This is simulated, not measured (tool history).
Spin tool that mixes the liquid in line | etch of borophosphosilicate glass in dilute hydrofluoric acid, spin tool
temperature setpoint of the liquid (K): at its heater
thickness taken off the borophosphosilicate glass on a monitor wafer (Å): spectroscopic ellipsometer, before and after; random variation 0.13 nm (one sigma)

run,hour,temperature setpoint of the liquid (K),parts of water to one part of 49 % hydrofluoric acid (parts by volume),time under the liquid (s),thickness taken off the borophosphosilicate glass on a monitor wafer (Å)
1,0.0,295.15,175,75,271.36
2,3.0,295.15,175,80,289.71
3,4.3,298.65,175,80,331.26
4,8.5,297.65,180,80,304.99
5,17.2,297.65,140,80,410.61
6,23.3,297.65,140,75,384.24
7,30.8,297.15,145,75,365.47

Run 8 comes next. What will it give?
8,37.0,296.65,150,75,?

thickness taken off the borophosphosilicate glass on a monitor wafer (Å): 344.09
